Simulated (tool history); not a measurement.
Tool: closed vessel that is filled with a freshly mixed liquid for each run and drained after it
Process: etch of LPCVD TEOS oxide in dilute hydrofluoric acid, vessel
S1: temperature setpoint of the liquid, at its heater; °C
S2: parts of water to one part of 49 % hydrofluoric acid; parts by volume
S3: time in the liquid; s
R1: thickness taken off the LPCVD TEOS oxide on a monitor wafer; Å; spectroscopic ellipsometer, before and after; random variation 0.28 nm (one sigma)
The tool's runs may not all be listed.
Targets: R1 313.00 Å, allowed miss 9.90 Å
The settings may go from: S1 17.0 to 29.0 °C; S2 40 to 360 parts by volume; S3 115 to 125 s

run 1 day=0.000 | S1=21.0 S2=200 S3=115 | R1=191.87
run 2 day=0.158 | S1=21.0 S2=200 S3=125 | R1=206.37
run 3 day=0.279 | S1=21.0 S2=200 S3=115 | R1=188.49
run 4 day=0.533 | S1=22.0 S2=195 S3=115 | R1=203.78
run 5 day=0.842 | S1=22.0 S2=195 S3=125 | R1=222.13
run 6 day=1.212 | S1=20.5 S2=195 S3=125 | R1=210.24
run 7 day=1.238 | S1=20.5 S2=195 S3=125 | R1=210.83
run 8 day=1.600 | S1=21.5 S2=195 S3=125 | R1=218.26
run 9 day=1.779 | S1=22.5 S2=195 S3=125 | R1=226.39
run 10 day=1.879 | S1=23.0 S2=190 S3=125 | R1=240.71
run 11 day=2.046 | S1=23.5 S2=190 S3=125 | R1=246.84
run 12 day=2.083 | S1=24.0 S2=190 S3=125 | R1=246.25
run 13 day=2.421 | S1=24.5 S2=190 S3=125 | R1=252.96
run 14 day=2.650 | S1=25.0 S2=190 S3=125 | R1=260.87
run 15 day=2.904 | S1=25.5 S2=190 S3=125 | R1=259.81
run 16 day=3.217 | S1=26.0 S2=190 S3=125 | R1=262.36
run 17 day=3.429 | S1=26.5 S2=190 S3=125 | R1=266.92
run 18 day=3.525 | S1=27.0 S2=190 S3=125 | R1=276.57

Which of these 4 next moves meets every target?
run A day=3.621 | S1=27.0 S2=170 S3=125 | R1=?
run B day=3.621 | S1=23.5 S2=205 S3=125 | R1=?
run C day=3.621 | S1=27.0 S2=195 S3=120 | R1=?
run D day=3.621 | S1=28.5 S2=205 S3=125 | R1=?

move=A R1=317.07
move=B R1=222.27
move=C R1=257.68
move=D R1=266.14
A: meets every target
B: further off than the last run
C: further off than the last run
D: further off than the last run
The right move is A.
